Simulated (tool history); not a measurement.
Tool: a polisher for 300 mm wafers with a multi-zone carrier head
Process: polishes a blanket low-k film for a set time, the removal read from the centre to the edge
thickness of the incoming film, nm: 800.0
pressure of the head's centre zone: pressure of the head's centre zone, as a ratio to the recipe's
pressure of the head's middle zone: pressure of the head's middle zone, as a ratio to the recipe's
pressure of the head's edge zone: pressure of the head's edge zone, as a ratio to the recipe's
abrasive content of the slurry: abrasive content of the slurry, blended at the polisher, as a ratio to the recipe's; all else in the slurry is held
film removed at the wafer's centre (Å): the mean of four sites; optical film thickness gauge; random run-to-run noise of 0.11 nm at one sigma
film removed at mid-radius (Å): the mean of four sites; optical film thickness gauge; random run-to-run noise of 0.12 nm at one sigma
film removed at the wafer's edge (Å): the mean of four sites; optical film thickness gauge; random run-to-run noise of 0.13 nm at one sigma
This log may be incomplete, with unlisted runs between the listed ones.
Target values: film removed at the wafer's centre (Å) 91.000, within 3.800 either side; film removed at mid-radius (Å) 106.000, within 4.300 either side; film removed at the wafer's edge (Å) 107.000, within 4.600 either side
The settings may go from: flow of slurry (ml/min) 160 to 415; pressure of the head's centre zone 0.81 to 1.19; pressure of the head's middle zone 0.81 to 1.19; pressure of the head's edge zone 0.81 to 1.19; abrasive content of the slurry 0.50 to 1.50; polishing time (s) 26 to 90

run,day,flow of slurry (ml/min),pressure of the head's centre zone,pressure of the head's middle zone,pressure of the head's edge zone,abrasive content of the slurry,polishing time (s),film removed at the wafer's centre (Å),film removed at mid-radius (Å),film removed at the wafer's edge (Å)
1,0.000,265,1.00,1.00,1.00,1.00,58,150.170,159.410,155.190
2,0.158,265,1.00,1.00,1.00,0.90,58,143.650,150.860,149.950
3,0.300,265,0.95,1.00,1.00,0.90,58,135.700,150.310,146.830
4,0.462,265,0.95,1.00,1.00,0.70,58,115.880,134.430,122.930
5,0.700,260,0.93,0.98,1.00,0.70,58,116.970,125.780,126.250
6,0.888,255,0.91,0.98,1.00,0.65,58,106.260,124.710,122.380
7,0.908,255,0.90,0.97,0.99,0.65,58,105.970,122.440,120.260
8,1.204,235,0.81,0.90,0.94,0.50,58,76.047,93.490,96.057
9,1.542,245,0.82,0.90,0.95,0.50,58,77.736,96.867,96.689
10,1.904,250,0.83,0.90,0.96,0.50,58,80.278,93.476,95.303
11,2.017,245,0.84,0.91,0.97,0.50,58,81.629,95.241,97.395
12,2.200,255,0.91,0.99,1.05,0.60,57,98.759,115.350,114.170
13,2.379,250,0.91,0.98,1.04,0.60,57,97.562,112.500,113.100
14,2.504,245,0.91,0.98,1.04,0.60,57,98.250,113.840,112.620
# day 2.629: centre zone pressure recalibrated
15,2.629,240,0.91,0.98,1.04,0.60,57,103.460,112.160,111.840
16,2.700,245,0.82,0.96,1.03,0.50,57,82.346,96.403,98.441

Exercise: of the 5 proposed moves below, exactly one satisfies all targets within the stated allowed misses. Which move is it?
A,2.771,245,0.86,0.98,1.08,0.50,61,?,?,?
B,2.771,215,0.83,0.81,1.12,0.55,55,?,?,?
C,2.771,285,0.86,0.99,1.18,0.55,61,?,?,?
D,2.771,330,0.95,1.19,0.90,0.50,53,?,?,?
E,2.771,200,0.87,0.86,1.08,0.60,59,?,?,?

move,film removed at the wafer's centre (Å),film removed at mid-radius (Å),film removed at the wafer's edge (Å)
A,92.359,105.890,106.630
B,84.982,88.665,104.310
C,101.690,117.180,121.870
D,91.657,109.550,87.111
E,100.440,104.450,116.230
A: every result lands within tolerance
B: its largest miss is bigger than the last run's
C: takes the biggest miss from the last run beyond its target
D: brings the result that was furthest off to its target, and leaves another outside
E: takes the biggest miss from the last run beyond its target
Move A is the one to make.
